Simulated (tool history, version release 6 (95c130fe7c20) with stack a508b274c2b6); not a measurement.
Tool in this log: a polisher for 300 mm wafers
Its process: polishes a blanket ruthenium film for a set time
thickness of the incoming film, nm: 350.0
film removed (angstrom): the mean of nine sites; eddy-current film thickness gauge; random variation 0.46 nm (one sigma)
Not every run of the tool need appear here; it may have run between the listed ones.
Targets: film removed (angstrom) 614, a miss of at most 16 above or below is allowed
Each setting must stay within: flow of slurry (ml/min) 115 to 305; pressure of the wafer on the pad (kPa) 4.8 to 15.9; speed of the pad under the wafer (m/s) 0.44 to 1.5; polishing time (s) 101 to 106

run  hour  flow of slurry (ml/min)  pressure of the wafer on the pad (kPa)  speed of the pad under the wafer (m/s)  polishing time (s)  film removed (angstrom)
  1     0                      195                                    10.3                                    0.96                 101                    734.3
  2   1.4                      195                                    10.3                                    0.96                 106                   767.27
  3   2.7                      195                                    10.3                                     1.1                 106                   869.34
  4   4.1                      230                                    10.3                                     1.1                 106                   890.29
  5   5.2                      230                                      11                                     1.1                 106                   932.82
  6   6.7                      230                                      11                                    0.88                 106                   746.87
  7  11.1                      230                                     9.7                                    0.88                 106                   685.56
  8  15.6                      230                                       9                                    0.88                 106                   650.27

Next run, 4 choices. One meets every target within its allowed miss, the rest don't. Which?
  A  20.1                      195                                      11                                    0.82                 101                        ?
  B  20.1                      210                                     9.7                                    0.84                 101                        ?
  C  20.1                      245                                    10.3                                    0.84                 101                        ?
  D  20.1                      230                                    10.3                                    0.82                 105                        ?

move  film removed (angstrom)
   A                   651.74
   B                   610.54
   C                   649.95
   D                   656.53
A: about the same distance from the targets as the last run
B: meets every target
C: about the same distance from the targets as the last run
D: further off than the last run
So the answer is move B, the one that meets all the targets.
